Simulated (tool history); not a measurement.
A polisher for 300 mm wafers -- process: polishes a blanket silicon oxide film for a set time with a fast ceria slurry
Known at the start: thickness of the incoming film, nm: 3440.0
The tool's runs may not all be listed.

run	hour	flow of slurry (ml/min)	pressure of the wafer on the pad (kPa)	speed of the pad under the wafer (cm/s)	polishing time (s)	film removed (angstrom)
1	0.0	280	11.7	112	26	3300.5
2	2.8	280	11.0	110	26	2993.0
3	7.2	280	10.3	108	26	2784.8
4	8.6	280	9.7	106	26	2539.2
5	12.0	280	9.7	106	26	2567.1
6	19.2	280	9.7	130	26	3132.6
7	23.9	280	9.0	126	26	2813.2
8	28.3	280	8.3	122	26	2503.5
9	36.3	280	7.6	120	26	2288.5

Run 10 comes next. What will it give?
10	43.6	280	7.6	118	26	?

For run 10 the tool returned film removed (angstrom) 2247.5.
